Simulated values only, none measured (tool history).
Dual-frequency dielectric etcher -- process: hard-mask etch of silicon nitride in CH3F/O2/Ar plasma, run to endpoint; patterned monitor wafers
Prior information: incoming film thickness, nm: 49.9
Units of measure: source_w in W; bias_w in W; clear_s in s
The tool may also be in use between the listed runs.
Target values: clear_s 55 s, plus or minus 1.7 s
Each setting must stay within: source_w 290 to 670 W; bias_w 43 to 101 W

run  hour  source_w  bias_w  clear_s
  1     0       480      72   67.342
  2   4.4       410      72   71.083
  3   6.6       440      75    67.56
  4   9.4       440      68   71.696
  5  11.3       440      61    74.73
  6  19.6       460      64   70.392
  7  22.9       480      65   68.973
  8  29.7       500      66   68.506
  9  37.2       520      68   66.694
 10  42.7       540      70   65.627
 11  49.1       560      73   63.101

Exactly one of the 5 candidate moves below puts every result within its allowed miss. Which one?
  A  55.5       620      92        ?
  B  55.5       670     100        ?
  C  55.5       580      80        ?
  D  55.5       610      79        ?
  E  55.5       530      68        ?

move  clear_s
   A   55.615
   B   52.295
   C    60.33
   D   59.602
   E   66.604
A: every result lands within tolerance
B: takes the result that was furthest off past its target
C: moves toward the targets from the last run without getting all of them in spec
D: moves toward the targets from the last run without getting all of them in spec
E: misses by more than the last run did
Correct choice: A, which meets every target
